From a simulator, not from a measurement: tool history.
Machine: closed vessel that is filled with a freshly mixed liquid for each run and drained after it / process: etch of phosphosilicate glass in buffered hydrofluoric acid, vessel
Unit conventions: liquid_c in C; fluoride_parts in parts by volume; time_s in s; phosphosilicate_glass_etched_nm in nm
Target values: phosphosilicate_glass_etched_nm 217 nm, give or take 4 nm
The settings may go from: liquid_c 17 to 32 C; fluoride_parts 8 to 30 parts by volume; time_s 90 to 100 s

run,hour,liquid_c,fluoride_parts,time_s,phosphosilicate_glass_etched_nm
1,0,24,21.5,90,174.12
2,6,25,21.5,90,183.01
3,13.1,23,21.5,90,166.11
4,17,25.5,21.5,90,189.52
5,21.1,22,21.5,90,156.37
6,27.1,22,21.5,100,173.85
7,32.4,23,21.5,100,184.18
8,41.4,24,21.5,100,193.14
9,42.4,26.5,21.5,100,223.32

Consider the 4 candidate settings below. Which is the only one whose results all fall within their allowed miss of target?
A,43.4,26.5,19.5,90,?
B,43.4,30.5,26.5,95,?
C,43.4,26.5,22.5,95,?
D,43.4,27,23,95,?

move,phosphosilicate_glass_etched_nm
A,215.08
B,226.12
C,204.24
D,206.68
A: all results land within tolerance of their targets
B: the biggest miss grows against the last run
C: pushes the last run's worst result past its target
D: pushes the last run's worst result past its target
Move A is the one to make.
